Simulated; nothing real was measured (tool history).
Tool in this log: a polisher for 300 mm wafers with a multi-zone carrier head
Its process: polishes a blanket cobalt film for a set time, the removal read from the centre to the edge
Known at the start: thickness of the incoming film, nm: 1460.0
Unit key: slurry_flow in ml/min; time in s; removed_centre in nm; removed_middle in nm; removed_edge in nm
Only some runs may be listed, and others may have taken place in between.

| run | day | slurry_flow | centre_zone | middle_zone | edge_zone | time | removed_centre | removed_middle | removed_edge |
|---|---|---|---|---|---|---|---|---|---|
| 1 | 0 | 170 | 1 | 1 | 1 | 49 | 235.41 | 226.88 | 231.71 |
| 2 | 0.054 | 175 | 1.01 | 0.99 | 1.01 | 49 | 238.75 | 227.58 | 236.85 |
| 3 | 0.358 | 180 | 1.03 | 0.98 | 1.02 | 49 | 244.77 | 226.5 | 231.63 |
| 4 | 0.504 | 180 | 1.04 | 0.96 | 1.03 | 50 | 253.08 | 226.82 | 237.15 |
| 5 | 0.833 | 180 | 1.04 | 0.9 | 1.03 | 50 | 253.65 | 217.85 | 239.82 |
| 6 | 0.933 | 180 | 1.04 | 0.89 | 1.04 | 50 | 250.51 | 215.78 | 235.48 |
| 7 | 1.192 | 180 | 1.05 | 0.88 | 1.05 | 51 | 263.78 | 216.83 | 247.09 |

Run 8 has not been measured yet. What should we expect?
| 8 | 1.554 | 180 | 1.05 | 0.88 | 1.06 | 51 | ? | ? | ? |

Logged for run 8: removed_centre 257.31 nm, removed_middle 217.09 nm, removed_edge 248.89 nm.
